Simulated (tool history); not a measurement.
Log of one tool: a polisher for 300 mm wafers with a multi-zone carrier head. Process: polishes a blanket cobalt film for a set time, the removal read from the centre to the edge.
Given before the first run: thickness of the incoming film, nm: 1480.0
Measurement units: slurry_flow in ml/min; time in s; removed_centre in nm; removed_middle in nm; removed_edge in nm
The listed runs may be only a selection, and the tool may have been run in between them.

run	hour	slurry_flow	centre_zone	middle_zone	edge_zone	time	removed_centre	removed_middle	removed_edge
1	0.0	240	1.00	1.00	1.00	67	345.79	340.52	346.73
2	2.0	240	1.06	1.00	1.00	67	359.10	339.11	347.64
3	9.1	245	1.07	1.01	1.02	68	371.77	347.51	351.48
4	18.1	245	1.14	1.01	1.02	68	388.79	352.87	349.31
5	22.2	270	1.14	1.01	1.02	68	396.19	353.54	353.96
6	27.4	275	1.13	1.02	1.03	69	404.98	357.30	372.69
7	31.0	275	1.13	1.04	1.03	70	403.04	370.74	377.54

Forecast run 8:
8	38.8	280	1.14	1.05	1.03	71	?	?	?

removed_centre: 413.02 nm
removed_middle: 383.86 nm
removed_edge: 379.64 nm
